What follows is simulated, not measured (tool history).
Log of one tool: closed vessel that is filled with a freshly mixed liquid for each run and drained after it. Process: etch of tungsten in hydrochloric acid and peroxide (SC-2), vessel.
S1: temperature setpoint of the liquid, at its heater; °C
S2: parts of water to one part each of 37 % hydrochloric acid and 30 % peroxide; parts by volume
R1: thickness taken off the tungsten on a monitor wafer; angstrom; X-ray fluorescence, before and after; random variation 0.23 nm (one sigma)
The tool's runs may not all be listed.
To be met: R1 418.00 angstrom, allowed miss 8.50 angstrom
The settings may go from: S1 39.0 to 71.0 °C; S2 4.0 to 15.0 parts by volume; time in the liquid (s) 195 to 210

run 1 hour=0.0 | S1=55.0 S2=8.5 time_in_the_liquid_(s)=195 | R1=774.44
run 2 hour=4.4 | S1=52.0 S2=8.5 time_in_the_liquid_(s)=195 | R1=641.74
run 3 hour=13.4 | S1=52.0 S2=8.5 time_in_the_liquid_(s)=210 | R1=688.30
run 4 hour=17.5 | S1=49.5 S2=8.5 time_in_the_liquid_(s)=210 | R1=583.96
run 5 hour=22.4 | S1=48.0 S2=8.5 time_in_the_liquid_(s)=210 | R1=522.87
run 6 hour=26.3 | S1=47.0 S2=8.5 time_in_the_liquid_(s)=210 | R1=490.16
run 7 hour=28.4 | S1=46.5 S2=8.5 time_in_the_liquid_(s)=210 | R1=476.07
run 8 hour=32.0 | S1=46.0 S2=8.5 time_in_the_liquid_(s)=210 | R1=458.00
run 9 hour=34.9 | S1=45.5 S2=8.5 time_in_the_liquid_(s)=210 | R1=443.16
run 10 hour=43.4 | S1=45.0 S2=8.5 time_in_the_liquid_(s)=210 | R1=429.18

5 next moves are on the table. One of them brings every result within its allowed miss. Which?
run A hour=51.9 | S1=44.5 S2=8.0 time_in_the_liquid_(s)=195 | R1=?
run B hour=51.9 | S1=46.5 S2=9.0 time_in_the_liquid_(s)=195 | R1=?
run C hour=51.9 | S1=46.5 S2=9.0 time_in_the_liquid_(s)=210 | R1=?
run D hour=51.9 | S1=44.5 S2=8.0 time_in_the_liquid_(s)=210 | R1=?
run E hour=51.9 | S1=42.5 S2=7.5 time_in_the_liquid_(s)=210 | R1=?

move=A R1=405.23
move=B R1=422.54
move=C R1=455.05
move=D R1=436.40
move=E R1=399.80
A: takes the result that was furthest off past its target
B: meets every target
C: further off than the last run
D: further off than the last run
E: takes the result that was furthest off past its target
Answer: B
